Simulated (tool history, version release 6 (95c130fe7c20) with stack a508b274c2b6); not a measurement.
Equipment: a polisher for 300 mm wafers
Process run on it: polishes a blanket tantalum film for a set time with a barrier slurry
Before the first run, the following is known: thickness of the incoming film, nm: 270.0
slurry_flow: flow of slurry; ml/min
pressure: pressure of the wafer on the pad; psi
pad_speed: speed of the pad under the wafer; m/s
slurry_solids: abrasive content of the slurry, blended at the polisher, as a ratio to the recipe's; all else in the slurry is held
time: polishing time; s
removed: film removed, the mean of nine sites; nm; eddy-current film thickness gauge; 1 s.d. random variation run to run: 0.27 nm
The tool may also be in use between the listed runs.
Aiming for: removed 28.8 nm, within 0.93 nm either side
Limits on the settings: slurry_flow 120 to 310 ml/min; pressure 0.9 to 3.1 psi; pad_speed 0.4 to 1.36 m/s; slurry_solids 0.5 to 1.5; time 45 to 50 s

| run | hour | slurry_flow | pressure | pad_speed | slurry_solids | time | removed |
|---|---|---|---|---|---|---|---|
| 1 | 0 | 200 | 2 | 0.88 | 1 | 50 | 62.223 |
| 2 | 1.6 | 195 | 1.7 | 0.82 | 1 | 50 | 48.007 |
| 3 | 6.3 | 195 | 1.7 | 0.7 | 1 | 50 | 42.563 |
| 4 | 7 | 190 | 1.5 | 0.7 | 1 | 50 | 37.723 |
| 5 | 11.6 | 185 | 1.4 | 0.7 | 1 | 50 | 35.377 |
| 6 | 13.8 | 185 | 1.4 | 0.7 | 1 | 50 | 35.521 |
| 7 | 15.8 | 180 | 1.3 | 0.7 | 1 | 50 | 32.555 |
| 8 | 18 | 170 | 1.3 | 0.7 | 1 | 50 | 32.94 |
| 9 | 18.9 | 170 | 1.2 | 0.7 | 1 | 50 | 30.855 |

Pick the move, out of 4, that brings all results within their allowed miss; only one does.
| A | 19.8 | 155 | 1.6 | 0.64 | 1.1 | 46 | ? |
| B | 19.8 | 165 | 1.6 | 0.46 | 0.9 | 49 | ? |
| C | 19.8 | 195 | 1.1 | 0.72 | 0.9 | 50 | ? |
| D | 19.8 | 170 | 1.3 | 0.8 | 1 | 48 | ? |

| move | removed |
|---|---|
| A | 33.403 |
| B | 25.934 |
| C | 28.69 |
| D | 35.166 |
A: the biggest miss grows against the last run
B: carries the result that was furthest off beyond its target, to the other side
C: hits every target within its allowed miss
D: the biggest miss grows against the last run
C is the move that brings every result within its allowed miss.

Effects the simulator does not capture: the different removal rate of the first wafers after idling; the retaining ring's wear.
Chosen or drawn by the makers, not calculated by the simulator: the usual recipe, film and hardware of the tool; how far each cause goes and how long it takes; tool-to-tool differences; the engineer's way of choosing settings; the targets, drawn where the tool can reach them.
